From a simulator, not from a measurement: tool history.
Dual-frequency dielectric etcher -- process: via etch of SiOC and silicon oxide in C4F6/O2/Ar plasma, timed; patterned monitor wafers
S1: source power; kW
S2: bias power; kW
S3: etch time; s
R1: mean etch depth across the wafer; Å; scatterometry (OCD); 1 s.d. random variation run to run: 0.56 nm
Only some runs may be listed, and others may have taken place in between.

run    day     S1     S2    S3       R1
  1  0.000  0.410  0.155  85.5   983.44
  2  0.358  0.410  0.137  85.5   947.55
  3  0.508  0.410  0.160  85.5   996.62
  4  0.883  0.410  0.160  89.5  1039.50
  5  1.150  0.410  0.144  89.5  1019.70
  6  1.462  0.410  0.144  89.5  1008.80
  7  1.562  0.440  0.147  89.5  1043.40
  8  1.679  0.460  0.150  89.5  1073.20
     1.908  -- source power generator calibrated
  9  1.908  0.480  0.152  89.5  1067.00
 10  2.025  0.490  0.158  89.5  1086.40
 11  2.317  0.500  0.163  89.5  1116.70
 12  2.421  0.510  0.164  89.5  1120.50
 13  2.617  0.510  0.164  89.5  1123.20

What does the tool deliver on the next run?
 14  2.683  0.520  0.165  89.5   ?

Run 14 gave R1 1122.10 Å.
